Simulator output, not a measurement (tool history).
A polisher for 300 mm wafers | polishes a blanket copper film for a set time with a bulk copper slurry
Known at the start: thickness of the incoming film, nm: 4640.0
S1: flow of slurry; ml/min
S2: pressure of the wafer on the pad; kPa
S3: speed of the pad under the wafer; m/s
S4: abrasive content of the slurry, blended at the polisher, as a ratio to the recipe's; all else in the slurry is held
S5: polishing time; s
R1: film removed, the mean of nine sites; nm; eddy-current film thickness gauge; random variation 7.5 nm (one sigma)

run	day	S1	S2	S3	S4	S5	R1
1	0.000	165	20.0	0.94	1.00	45	481.29
2	0.233	165	20.0	0.94	0.90	45	461.00
3	0.604	165	16.5	0.94	0.90	45	393.11
4	0.862	165	16.5	0.94	1.05	45	397.65
5	0.929	165	13.1	0.94	1.05	45	330.48
6	1.038	165	16.5	0.94	1.05	45	399.97
7	1.354	170	17.9	0.94	1.05	45	431.51
8	1.383	170	19.3	0.94	1.05	45	473.01
9	1.529	175	20.0	0.94	1.05	45	491.35
10	1.554	180	20.7	0.94	1.05	45	503.75
11	1.854	180	22.1	0.94	1.05	45	531.77
12	2.054	180	22.8	0.94	1.05	45	547.90
13	2.354	180	22.8	0.94	1.05	45	544.05

Forecast run 14:
14	2.629	180	23.4	0.94	1.05	45	?

Run 14 gave R1 557.85 nm.
